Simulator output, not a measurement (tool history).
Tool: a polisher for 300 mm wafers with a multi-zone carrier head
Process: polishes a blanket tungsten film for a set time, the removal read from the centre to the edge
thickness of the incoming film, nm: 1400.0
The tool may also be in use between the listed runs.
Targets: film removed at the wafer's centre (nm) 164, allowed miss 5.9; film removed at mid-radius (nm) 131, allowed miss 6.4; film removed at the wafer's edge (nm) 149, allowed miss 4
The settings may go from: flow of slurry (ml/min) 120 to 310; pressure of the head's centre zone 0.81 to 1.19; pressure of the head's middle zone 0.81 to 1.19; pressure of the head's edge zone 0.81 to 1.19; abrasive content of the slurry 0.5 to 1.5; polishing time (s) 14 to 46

run  hour  flow of slurry (ml/min)  pressure of the head's centre zone  pressure of the head's middle zone  pressure of the head's edge zone  abrasive content of the slurry  polishing time (s)  film removed at the wafer's centre (nm)  film removed at mid-radius (nm)  film removed at the wafer's edge (nm)
  1     0                      200                                   1                                   1                                 1                               1                  30                                   174.73                           169.08                                 174.36
  2   5.1                      180                                   1                                   1                                 1                               1                  30                                   169.26                           166.93                                 173.93
  3   9.2                      180                                1.02                                0.95                              0.97                             0.9                  30                                   167.83                           151.02                                 167.36
  4  15.5                      180                                1.03                                0.94                              0.93                            0.85                  30                                   168.81                           150.78                                 158.36
  5  16.3                      170                                1.04                                0.91                              0.92                            0.85                  30                                   167.23                           147.85                                 158.21
  6  19.6                      170                                1.04                                0.83                              0.92                            0.85                  30                                    168.1                           133.77                                  158.4
  7  27.5                      165                                1.04                                0.83                               0.9                            0.85                  30                                   169.92                           134.99                                 155.58
  8  32.7                      160                                1.04                                0.83                              0.89                            0.85                  30                                   165.99                           132.57                                 155.74
  9  39.5                      160                                1.04                                0.83                              0.88                            0.85                  30                                   166.55                           136.18                                 155.33

Which of these 5 next moves meets every target?
  A  46.3                      130                                0.89                                0.89                              0.89                            0.95                  32                                        ?                                ?                                      ?
  B  46.3                      150                                1.04                                0.82                              0.89                            0.85                  31                                        ?                                ?                                      ?
  C  46.3                      175                                1.04                                0.82                              0.85                            0.95                  28                                        ?                                ?                                      ?
  D  46.3                      205                                0.96                                0.82                              0.86                            0.95                  31                                        ?                                ?                                      ?
  E  46.3                      150                                1.11                                0.81                              0.98                             1.1                  27                                        ?                                ?                                      ?

move  film removed at the wafer's centre (nm)  film removed at mid-radius (nm)  film removed at the wafer's edge (nm)
   A                                   151.85                           153.11                                 167.33
   B                                   170.08                           136.66                                  159.2
   C                                   162.09                           129.96                                 147.51
   D                                   168.93                           146.57                                 166.37
   E                                   170.41                           126.91                                 156.29
A: further off than the last run
B: further off than the last run
C: meets every target
D: further off than the last run
E: further off than the last run
Answer: C
